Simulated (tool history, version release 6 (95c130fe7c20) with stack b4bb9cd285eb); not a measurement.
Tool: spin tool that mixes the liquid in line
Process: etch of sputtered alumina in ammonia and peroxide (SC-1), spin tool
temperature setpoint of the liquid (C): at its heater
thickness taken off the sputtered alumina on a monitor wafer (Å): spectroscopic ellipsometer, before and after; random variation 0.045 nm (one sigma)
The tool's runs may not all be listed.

run,hour,temperature setpoint of the liquid (C),parts of 29 % ammonia solution to one part of 30 % peroxide (parts by volume),time under the liquid (s),thickness taken off the sputtered alumina on a monitor wafer (Å)
1,0.0,52.0,0.55,145,87.221
2,4.3,52.0,0.55,145,85.378
3,10.2,50.0,0.55,145,76.207
4,13.5,50.0,0.55,155,81.784
5,14.5,48.5,0.55,155,76.692
6,19.9,47.5,0.55,155,72.811
7,24.4,46.5,0.55,155,67.557
8,29.1,46.0,0.55,155,66.400

Run 9 comes next. What will it give?
9,36.7,44.0,0.55,155,?

Run 9 gave thickness taken off the sputtered alumina on a monitor wafer (Å) 58.822.

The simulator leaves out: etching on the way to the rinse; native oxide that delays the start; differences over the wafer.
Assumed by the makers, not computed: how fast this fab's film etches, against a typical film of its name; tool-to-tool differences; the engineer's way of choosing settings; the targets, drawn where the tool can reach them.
